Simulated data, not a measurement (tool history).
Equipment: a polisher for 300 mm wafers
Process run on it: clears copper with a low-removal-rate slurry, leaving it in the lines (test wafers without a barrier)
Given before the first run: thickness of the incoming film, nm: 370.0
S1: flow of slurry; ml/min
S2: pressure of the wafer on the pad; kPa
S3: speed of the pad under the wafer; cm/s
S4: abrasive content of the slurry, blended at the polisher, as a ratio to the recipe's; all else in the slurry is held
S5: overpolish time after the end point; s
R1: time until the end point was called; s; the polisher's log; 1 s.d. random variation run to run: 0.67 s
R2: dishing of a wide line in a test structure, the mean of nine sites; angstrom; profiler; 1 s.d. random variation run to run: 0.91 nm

{"run": 1, "hour": 0.0, "S1": 180, "S2": 24.1, "S3": 114, "S4": 1, "S5": 18, "R1": 70.24, "R2": 439.31}
{"run": 2, "hour": 6.6, "S1": 180, "S2": 25.5, "S3": 114, "S4": 1, "S5": 18, "R1": 67.097, "R2": 452.79}
{"run": 3, "hour": 14.3, "S1": 180, "S2": 26.9, "S3": 114, "S4": 1, "S5": 18, "R1": 63.207, "R2": 481.98}
{"run": 4, "hour": 18.0, "S1": 180, "S2": 27.6, "S3": 114, "S4": 1, "S5": 17, "R1": 62.465, "R2": 461.54}
{"run": 5, "hour": 26.4, "S1": 205, "S2": 27.6, "S3": 114, "S4": 1, "S5": 17, "R1": 60.617, "R2": 457.96}
{"run": 6, "hour": 34.0, "S1": 205, "S2": 28.3, "S3": 114, "S4": 1, "S5": 17, "R1": 57.745, "R2": 480.05}
{"run": 7, "hour": 41.1, "S1": 210, "S2": 29, "S3": 114, "S4": 1, "S5": 17, "R1": 57.979, "R2": 476.76}

Forecast run 8:
{"run": 8, "hour": 43.6, "S1": 210, "S2": 29.6, "S3": 114, "S4": 1, "S5": 17, "R1": "?", "R2": "?"}

Run 8 gave R1 55.788 s, R2 484.42 angstrom.
